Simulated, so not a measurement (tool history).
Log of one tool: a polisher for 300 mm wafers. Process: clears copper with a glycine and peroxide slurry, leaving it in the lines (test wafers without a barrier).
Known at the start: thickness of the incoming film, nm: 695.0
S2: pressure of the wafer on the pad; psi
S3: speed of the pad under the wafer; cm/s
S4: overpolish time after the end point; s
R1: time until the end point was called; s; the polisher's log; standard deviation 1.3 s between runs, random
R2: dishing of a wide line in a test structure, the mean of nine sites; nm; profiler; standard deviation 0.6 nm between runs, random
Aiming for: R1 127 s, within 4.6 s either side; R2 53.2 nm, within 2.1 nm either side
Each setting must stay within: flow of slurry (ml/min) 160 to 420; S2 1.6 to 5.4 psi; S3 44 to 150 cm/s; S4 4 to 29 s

run 1 hour=0 | flow_of_slurry_(ml/min)=270 S2=3.5 S3=96 S4=15 | R1=97.209 R2=66.75
run 2 hour=3.7 | flow_of_slurry_(ml/min)=270 S2=3.3 S3=96 S4=15 | R1=104.03 R2=63.468
run 3 hour=10.8 | flow_of_slurry_(ml/min)=270 S2=3.1 S3=96 S4=15 | R1=108.57 R2=60.646
run 4 hour=15.7 | flow_of_slurry_(ml/min)=270 S2=3.1 S3=96 S4=21 | R1=109.28 R2=79.563
run 5 hour=21.8 | flow_of_slurry_(ml/min)=270 S2=3.1 S3=72 S4=21 | R1=138.94 R2=65.579
run 6 hour=27.8 | flow_of_slurry_(ml/min)=275 S2=3.2 S3=72 S4=20 | R1=134.39 R2=64.934
run 7 hour=34.9 | flow_of_slurry_(ml/min)=290 S2=3.3 S3=74 S4=14 | R1=124.51 R2=49.726
run 8 hour=35.9 | flow_of_slurry_(ml/min)=285 S2=3.3 S3=74 S4=14 | R1=126.03 R2=50.532
run 9 hour=37.6 | flow_of_slurry_(ml/min)=280 S2=3.3 S3=74 S4=14 | R1=125.83 R2=49.922
run 10 hour=41.3 | flow_of_slurry_(ml/min)=280 S2=3.3 S3=74 S4=16 | R1=127.66 R2=56.681
run 11 hour=43.5 | flow_of_slurry_(ml/min)=285 S2=3.3 S3=74 S4=16 | R1=127.83 R2=56.179

5 next moves are on the table. One of them brings every result within its allowed miss. Which?
run A hour=45.7 | flow_of_slurry_(ml/min)=285 S2=3.4 S3=70 S4=17 | R1=? R2=?
run B hour=45.7 | flow_of_slurry_(ml/min)=315 S2=3.4 S3=72 S4=15 | R1=? R2=?
run C hour=45.7 | flow_of_slurry_(ml/min)=280 S2=3.2 S3=74 S4=17 | R1=? R2=?
run D hour=45.7 | flow_of_slurry_(ml/min)=360 S2=3.1 S3=76 S4=17 | R1=? R2=?
run E hour=45.7 | flow_of_slurry_(ml/min)=285 S2=3.6 S3=66 S4=19 | R1=? R2=?

move=A R1=129.2 R2=58.689
move=B R1=125.1 R2=54.187
move=C R1=129.97 R2=58.184
move=D R1=127.55 R2=58.993
move=E R1=129.38 R2=64.595
A: its largest miss is bigger than the last run's
B: every result lands within tolerance
C: its largest miss is bigger than the last run's
D: its largest miss is bigger than the last run's
E: its largest miss is bigger than the last run's
B is the move that brings every result within its allowed miss.
